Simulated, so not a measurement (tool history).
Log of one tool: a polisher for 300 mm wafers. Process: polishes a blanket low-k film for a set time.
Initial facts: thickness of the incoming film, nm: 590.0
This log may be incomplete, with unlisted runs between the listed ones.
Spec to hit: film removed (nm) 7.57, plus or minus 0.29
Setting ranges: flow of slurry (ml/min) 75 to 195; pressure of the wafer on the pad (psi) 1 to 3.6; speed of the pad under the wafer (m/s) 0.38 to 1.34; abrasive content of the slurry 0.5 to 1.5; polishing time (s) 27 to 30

run  hour  flow of slurry (ml/min)  pressure of the wafer on the pad (psi)  speed of the pad under the wafer (m/s)  abrasive content of the slurry  polishing time (s)  film removed (nm)
  1     0                      125                                     2.3                                    0.86                               1                  30             11.932
  2   4.9                      120                                     2.1                                    0.86                               1                  30             10.794
  3  13.2                      150                                     2.1                                    0.86                               1                  30             10.873
  4  17.3                      150                                       2                                    0.86                               1                  30             10.738
  5  23.9                      150                                     1.9                                    0.86                               1                  30             10.104
  6  25.7                      165                                     1.9                                    0.86                               1                  30             10.418
  7    31                      165                                     1.8                                    0.86                               1                  30             9.5265
  8  39.8                      165                                     1.7                                    0.86                               1                  30             9.2136
  9    42                      165                                     1.6                                    0.86                               1                  30             8.7889
 10  43.3                      165                                     1.5                                    0.86                               1                  30             8.1512

Exactly one of the 4 candidate moves below puts every result within its allowed miss. Which one?
  A  44.6                      185                                     1.6                                    0.96                            0.75                  30                  ?
  B  44.6                      150                                     1.7                                     0.7                               1                  28                  ?
  C  44.6                      150                                     1.5                                    0.72                             0.9                  30                  ?
  D  44.6                      170                                     1.7                                    0.82                               1                  29                  ?

move  film removed (nm)
   A             8.4964
   B             7.5575
   C             7.0137
   D             8.7416
A: misses by more than the last run did
B: hits every target within its allowed miss
C: moves the result that the last run missed by most past its target, out the other side
D: misses by more than the last run did
The right move is B.
